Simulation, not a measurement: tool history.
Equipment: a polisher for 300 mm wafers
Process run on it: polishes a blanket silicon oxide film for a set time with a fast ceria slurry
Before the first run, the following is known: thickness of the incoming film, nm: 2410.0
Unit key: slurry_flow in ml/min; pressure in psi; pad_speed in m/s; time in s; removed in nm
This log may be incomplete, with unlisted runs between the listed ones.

Run 1, hour 0.0: slurry_flow 230 ml/min, pressure 2.0 psi, pad_speed 1.06 m/s, time 50 s. Result: removed 679.96 nm.
Run 2, hour 2.1: slurry_flow 225 ml/min, pressure 1.8 psi, pad_speed 1.06 m/s, time 50 s. Result: removed 623.74 nm.
Run 3, hour 9.5: slurry_flow 225 ml/min, pressure 1.8 psi, pad_speed 1.06 m/s, time 50 s. Result: removed 623.96 nm.
Run 4, hour 14.1: slurry_flow 225 ml/min, pressure 1.6 psi, pad_speed 1.06 m/s, time 50 s. Result: removed 567.80 nm.
Run 5, hour 21.4: slurry_flow 225 ml/min, pressure 1.6 psi, pad_speed 1.32 m/s, time 50 s. Result: removed 703.82 nm.
Run 6, hour 23.4: slurry_flow 220 ml/min, pressure 1.4 psi, pad_speed 1.30 m/s, time 50 s. Result: removed 621.83 nm.
Run 7, hour 28.9: slurry_flow 215 ml/min, pressure 1.3 psi, pad_speed 1.30 m/s, time 50 s. Result: removed 588.16 nm.
Run 8, hour 31.5: slurry_flow 210 ml/min, pressure 1.2 psi, pad_speed 1.30 m/s, time 50 s. Result: removed 548.10 nm.
Run 9, hour 35.8: slurry_flow 200 ml/min, pressure 1.1 psi, pad_speed 1.30 m/s, time 50 s. Result: removed 510.78 nm.
Run 10, hour 39.4: slurry_flow 190 ml/min, pressure 1.1 psi, pad_speed 1.30 m/s, time 50 s. Result: removed 517.32 nm.
Run 11, hour 43.2: slurry_flow 185 ml/min, pressure 1.1 psi, pad_speed 1.30 m/s, time 50 s. Result: removed 508.04 nm.
Run 12, hour 51.5: slurry_flow 175 ml/min, pressure 1.1 psi, pad_speed 1.30 m/s, time 50 s. Result: removed 508.14 nm.
Run 13, hour 56.9: slurry_flow 170 ml/min, pressure 1.1 psi, pad_speed 1.30 m/s, time 50 s. Result: removed 505.94 nm.
Run 14, hour 62.4: slurry_flow 165 ml/min, pressure 1.1 psi, pad_speed 1.30 m/s, time 50 s. Result: removed 505.25 nm.
Run 15, hour 65.6: slurry_flow 160 ml/min, pressure 1.1 psi, pad_speed 1.30 m/s, time 50 s. Result: removed 500.43 nm.

Run 16 is up next; what results do you expect?
Run 16, hour 69.4: slurry_flow 155 ml/min, pressure 1.1 psi, pad_speed 1.30 m/s, time 50 s. Result: removed ?.

Run 16 came out at removed 500.83 nm.
